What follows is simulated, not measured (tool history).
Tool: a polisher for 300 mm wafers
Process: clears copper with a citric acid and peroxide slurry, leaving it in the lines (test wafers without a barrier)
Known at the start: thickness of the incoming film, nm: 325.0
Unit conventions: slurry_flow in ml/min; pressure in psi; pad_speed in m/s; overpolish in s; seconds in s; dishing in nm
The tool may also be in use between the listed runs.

Run 1, day 0.000: slurry_flow 200 ml/min, pressure 3.3 psi, pad_speed 0.84 m/s, slurry_solids 1.00, overpolish 12 s. Result: seconds 132.790 s, dishing 19.862 nm.
Run 2, day 0.329: slurry_flow 205 ml/min, pressure 3.4 psi, pad_speed 0.84 m/s, slurry_solids 1.00, overpolish 11 s. Result: seconds 130.240 s, dishing 18.944 nm.
Run 3, day 0.633: slurry_flow 205 ml/min, pressure 4.1 psi, pad_speed 0.84 m/s, slurry_solids 1.00, overpolish 11 s. Result: seconds 106.030 s, dishing 22.424 nm.
Run 4, day 0.938: slurry_flow 205 ml/min, pressure 4.1 psi, pad_speed 0.84 m/s, slurry_solids 0.85, overpolish 11 s. Result: seconds 111.460 s, dishing 21.553 nm.
Run 5, day 1.092: slurry_flow 210 ml/min, pressure 4.1 psi, pad_speed 0.84 m/s, slurry_solids 0.85, overpolish 10 s. Result: seconds 114.600 s, dishing 20.147 nm.
Run 6, day 1.192: slurry_flow 210 ml/min, pressure 4.1 psi, pad_speed 1.02 m/s, slurry_solids 0.85, overpolish 10 s. Result: seconds 90.922 s, dishing 22.993 nm.

Predict the results of run 7:
Run 7, day 1.321: slurry_flow 210 ml/min, pressure 3.9 psi, pad_speed 1.02 m/s, slurry_solids 0.85, overpolish 9 s. Result: seconds ?, dishing ?.

{"run 7": {"seconds": 98.876, "dishing": 20.177}}

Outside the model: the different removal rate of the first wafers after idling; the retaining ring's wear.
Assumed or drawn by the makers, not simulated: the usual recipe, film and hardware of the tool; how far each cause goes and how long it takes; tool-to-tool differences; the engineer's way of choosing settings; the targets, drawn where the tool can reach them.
